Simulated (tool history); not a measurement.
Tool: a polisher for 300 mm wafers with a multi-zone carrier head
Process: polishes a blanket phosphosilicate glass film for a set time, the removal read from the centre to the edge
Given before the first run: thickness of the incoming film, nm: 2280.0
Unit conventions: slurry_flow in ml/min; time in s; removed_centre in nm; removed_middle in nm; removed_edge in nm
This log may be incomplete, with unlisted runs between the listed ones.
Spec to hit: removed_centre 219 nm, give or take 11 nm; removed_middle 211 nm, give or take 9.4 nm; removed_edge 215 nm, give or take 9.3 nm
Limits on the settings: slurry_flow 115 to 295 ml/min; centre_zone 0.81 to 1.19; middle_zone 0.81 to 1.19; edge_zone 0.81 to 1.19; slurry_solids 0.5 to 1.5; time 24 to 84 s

run	hour	slurry_flow	centre_zone	middle_zone	edge_zone	slurry_solids	time	removed_centre	removed_middle	removed_edge
1	0	190	1	1	1	1	54	319.27	323.87	320.31
2	4.2	190	1	0.98	0.98	0.9	53	295.81	290.15	301.98
3	4.9	190	1.01	0.99	0.96	0.8	51	269.41	266.45	262.26
4	6.6	160	1.01	0.99	0.96	0.8	51	260.65	268.88	260.03
5	8.7	160	1.01	0.97	0.95	0.75	51	246.18	245.01	255.69
6	17.1	160	1.02	0.97	0.93	0.7	51	245.15	232.18	238.74
7	23.9	155	1.01	0.97	0.91	0.7	51	240.15	230.23	234.24
8	28.7	150	1	0.97	0.9	0.7	51	241.37	233.85	235.79
9	33.7	150	0.99	0.97	0.89	0.7	51	243.5	239.69	237.69
10	40.5	145	0.99	0.97	0.89	0.7	51	237.8	231.64	231.58
11	47.7	140	0.98	0.97	0.88	0.7	51	231.02	229.82	233.44
12	56	140	0.98	0.97	0.87	0.7	51	225.38	233.7	230.28
13	63.9	140	0.98	0.96	0.86	0.7	51	223.65	227.57	224.86
14	65.6	140	0.99	0.95	0.86	0.7	51	237.76	224.44	229.05
15	74.2	140	0.99	0.95	0.86	0.7	51	233.66	228.2	226.85
16	77.9	140	0.99	0.94	0.85	0.7	51	227.78	224.36	223.46
17	83.7	140	0.99	0.93	0.85	0.7	51	236	226.68	228.58

Pick the move, out of 5, that brings all results within their allowed miss; only one does.
A	89.5	115	0.91	1.01	0.99	1.05	41	?	?	?
B	89.5	175	1.15	0.96	0.81	0.7	46	?	?	?
C	89.5	185	1.16	0.9	0.81	0.65	49	?	?	?
D	89.5	170	1	0.95	0.91	0.85	41	?	?	?
E	89.5	120	0.94	0.87	0.94	0.65	53	?	?	?

move	removed_centre	removed_middle	removed_edge
A	200.98	238.77	238.34
B	244.43	217.7	204.72
C	251.99	210.7	208.86
D	212.01	215.74	214.94
E	204.61	207.66	229.41
A: further off than the last run
B: gets the furthest-off result to its target, but another result is out of tolerance
C: gets the furthest-off result to its target, but another result is out of tolerance
D: every result within its allowed miss
E: gets the furthest-off result to its target, but another result is out of tolerance
D is the move that brings every result within its allowed miss.
